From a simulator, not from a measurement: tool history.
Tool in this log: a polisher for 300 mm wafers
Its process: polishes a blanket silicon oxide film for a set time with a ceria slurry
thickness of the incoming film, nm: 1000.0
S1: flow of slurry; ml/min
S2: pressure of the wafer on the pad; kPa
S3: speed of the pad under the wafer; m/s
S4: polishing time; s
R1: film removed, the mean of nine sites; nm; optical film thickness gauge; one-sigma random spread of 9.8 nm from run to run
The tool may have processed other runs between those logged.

run  hour   S1    S2    S3  S4      R1
  1   0.0  135  22.8  0.96  74  378.94
  2   6.1  135  22.8  0.96  74  374.53
  3   9.1  135  26.2  0.98  74  445.70
  4  17.5  120  26.2  0.98  74  430.83
  5  21.0  145  26.2  0.98  74  439.88
  6  24.0  145  26.2  0.98  74  437.93
  7  29.8  145  29.0  1.00  74  495.89
  8  34.4  145  31.0  1.02  74  545.52
  9  37.9  145  32.4  1.04  74  584.79
 10  40.3  145  33.1  1.04  74  594.57

The next listed run, before its measurement:
 11  42.9  145  33.8  1.06  74   ?

{"run 11": {"R1": 624.83}}
